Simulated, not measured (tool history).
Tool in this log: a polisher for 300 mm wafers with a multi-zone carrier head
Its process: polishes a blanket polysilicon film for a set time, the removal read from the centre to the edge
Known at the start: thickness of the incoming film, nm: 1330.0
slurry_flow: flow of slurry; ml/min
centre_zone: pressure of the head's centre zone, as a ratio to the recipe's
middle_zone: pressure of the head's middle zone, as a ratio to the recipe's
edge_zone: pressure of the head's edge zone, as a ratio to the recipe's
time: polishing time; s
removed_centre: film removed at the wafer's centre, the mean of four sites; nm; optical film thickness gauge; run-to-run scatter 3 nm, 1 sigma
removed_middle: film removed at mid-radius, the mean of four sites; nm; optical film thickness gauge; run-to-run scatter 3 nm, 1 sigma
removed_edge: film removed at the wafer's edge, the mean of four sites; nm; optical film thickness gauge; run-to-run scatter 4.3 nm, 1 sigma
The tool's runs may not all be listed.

run 1 hour=0.0 | slurry_flow=145 centre_zone=1.00 middle_zone=1.00 edge_zone=1.00 time=42 | removed_centre=433.29 removed_middle=446.12 removed_edge=445.88
run 2 hour=4.8 | slurry_flow=125 centre_zone=1.00 middle_zone=1.00 edge_zone=1.00 time=42 | removed_centre=423.08 removed_middle=426.73 removed_edge=439.00
run 3 hour=13.6 | slurry_flow=115 centre_zone=1.02 middle_zone=0.95 edge_zone=0.99 time=41 | removed_centre=410.52 removed_middle=402.78 removed_edge=410.04
run 4 hour=15.3 | slurry_flow=115 centre_zone=1.02 middle_zone=0.95 edge_zone=0.99 time=30 | removed_centre=303.55 removed_middle=296.25 removed_edge=308.14
run 5 hour=21.5 | slurry_flow=115 centre_zone=1.02 middle_zone=0.89 edge_zone=0.99 time=30 | removed_centre=305.21 removed_middle=276.87 removed_edge=304.00
run 6 hour=23.9 | slurry_flow=135 centre_zone=1.05 middle_zone=0.89 edge_zone=1.04 time=31 | removed_centre=333.10 removed_middle=297.67 removed_edge=329.44
run 7 hour=28.9 | slurry_flow=150 centre_zone=1.07 middle_zone=0.87 edge_zone=1.08 time=31 | removed_centre=342.98 removed_middle=300.08 removed_edge=343.75
run 8 hour=31.1 | slurry_flow=165 centre_zone=1.10 middle_zone=0.86 edge_zone=1.11 time=31 | removed_centre=365.03 removed_middle=296.62 removed_edge=343.49
run 9 hour=35.3 | slurry_flow=170 centre_zone=1.10 middle_zone=0.82 edge_zone=1.18 time=37 | removed_centre=432.53 removed_middle=342.43 removed_edge=422.03
run 10 hour=36.2 | slurry_flow=165 centre_zone=1.10 middle_zone=0.82 edge_zone=1.17 time=37 | removed_centre=435.93 removed_middle=339.95 removed_edge=432.51
run 11 hour=44.5 | slurry_flow=160 centre_zone=1.10 middle_zone=0.82 edge_zone=1.15 time=37 | removed_centre=432.05 removed_middle=340.89 removed_edge=427.01
run 12 hour=46.8 | slurry_flow=160 centre_zone=1.10 middle_zone=0.82 edge_zone=1.13 time=37 | removed_centre=429.18 removed_middle=339.11 removed_edge=420.65
run 13 hour=51.6 | slurry_flow=160 centre_zone=1.10 middle_zone=0.82 edge_zone=1.13 time=37 | removed_centre=434.22 removed_middle=341.45 removed_edge=417.55
run 14 hour=55.3 | slurry_flow=155 centre_zone=1.10 middle_zone=0.82 edge_zone=1.12 time=37 | removed_centre=426.92 removed_middle=334.10 removed_edge=416.66

Predict the results of run 15:
run 15 hour=56.4 | slurry_flow=155 centre_zone=1.10 middle_zone=0.82 edge_zone=1.11 time=37 | removed_centre=? removed_middle=? removed_edge=?

Run 15 gave removed_centre 428.10 nm, removed_middle 343.88 nm, removed_edge 424.52 nm.

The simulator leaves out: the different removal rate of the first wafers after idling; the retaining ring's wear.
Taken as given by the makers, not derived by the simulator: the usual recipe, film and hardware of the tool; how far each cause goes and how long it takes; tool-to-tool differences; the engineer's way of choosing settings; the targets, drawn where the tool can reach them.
